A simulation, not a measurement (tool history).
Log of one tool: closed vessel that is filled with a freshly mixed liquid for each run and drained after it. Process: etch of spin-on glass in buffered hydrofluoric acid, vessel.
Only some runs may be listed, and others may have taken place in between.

run,hour,temperature setpoint of the liquid (C),parts of 40 % ammonium fluoride to one part of 49 % hydrofluoric acid (parts by volume),time in the liquid (s),thickness taken off the spin-on glass on a monitor wafer (angstrom)
1,0.0,23.0,16.0,95,1466.2
2,2.1,21.5,16.0,95,1365.1
3,3.5,22.5,16.0,95,1454.4
4,6.5,23.0,16.0,95,1472.6
5,13.1,23.0,20.0,95,1177.0
6,18.3,23.0,20.0,95,1177.9
7,23.4,27.0,19.5,95,1501.7

Predict the results of run 8:
8,29.0,27.5,19.5,95,?

thickness taken off the spin-on glass on a monitor wafer (angstrom): 1538.9
